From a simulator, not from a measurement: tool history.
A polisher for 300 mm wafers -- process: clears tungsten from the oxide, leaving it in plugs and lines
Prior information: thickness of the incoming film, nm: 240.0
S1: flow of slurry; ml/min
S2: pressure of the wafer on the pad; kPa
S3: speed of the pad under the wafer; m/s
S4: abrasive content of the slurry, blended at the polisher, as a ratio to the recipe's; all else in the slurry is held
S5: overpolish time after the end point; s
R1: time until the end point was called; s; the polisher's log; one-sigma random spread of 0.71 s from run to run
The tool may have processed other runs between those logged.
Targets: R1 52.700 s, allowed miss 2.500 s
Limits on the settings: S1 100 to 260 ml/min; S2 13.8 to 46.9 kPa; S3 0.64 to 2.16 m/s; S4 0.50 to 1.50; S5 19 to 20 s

| run | hour | S1 | S2 | S3 | S4 | S5 | R1 |
|---|---|---|---|---|---|---|---|
| 1 | 0.0 | 165 | 30.3 | 1.40 | 1.00 | 19 | 27.745 |
| 2 | 2.1 | 140 | 30.3 | 1.40 | 1.00 | 19 | 28.130 |
| 3 | 6.5 | 140 | 30.3 | 1.40 | 1.15 | 19 | 27.293 |
| 4 | 12.2 | 140 | 30.3 | 1.24 | 1.15 | 19 | 30.406 |
| 5 | 12.8 | 140 | 24.8 | 1.22 | 1.15 | 19 | 37.038 |
| 6 | 17.0 | 140 | 30.3 | 1.22 | 1.15 | 19 | 31.142 |
| 7 | 20.0 | 140 | 25.5 | 1.20 | 1.15 | 19 | 36.715 |
| 8 | 23.7 | 135 | 17.2 | 1.14 | 1.15 | 19 | 55.822 |

4 next moves are on the table. One of them brings every result within its allowed miss. Which?
| A | 27.4 | 150 | 20.0 | 1.08 | 1.05 | 19 | ? |
| B | 27.4 | 130 | 17.2 | 1.06 | 1.15 | 19 | ? |
| C | 27.4 | 100 | 17.9 | 1.12 | 1.15 | 19 | ? |
| D | 27.4 | 130 | 16.5 | 1.20 | 1.05 | 20 | ? |

| move | R1 |
|---|---|
| A | 53.002 |
| B | 61.616 |
| C | 58.079 |
| D | 58.736 |
A: every result within its allowed miss
B: the biggest miss grows against the last run
C: the biggest miss grows against the last run
D: the biggest miss grows against the last run
A meets every target.

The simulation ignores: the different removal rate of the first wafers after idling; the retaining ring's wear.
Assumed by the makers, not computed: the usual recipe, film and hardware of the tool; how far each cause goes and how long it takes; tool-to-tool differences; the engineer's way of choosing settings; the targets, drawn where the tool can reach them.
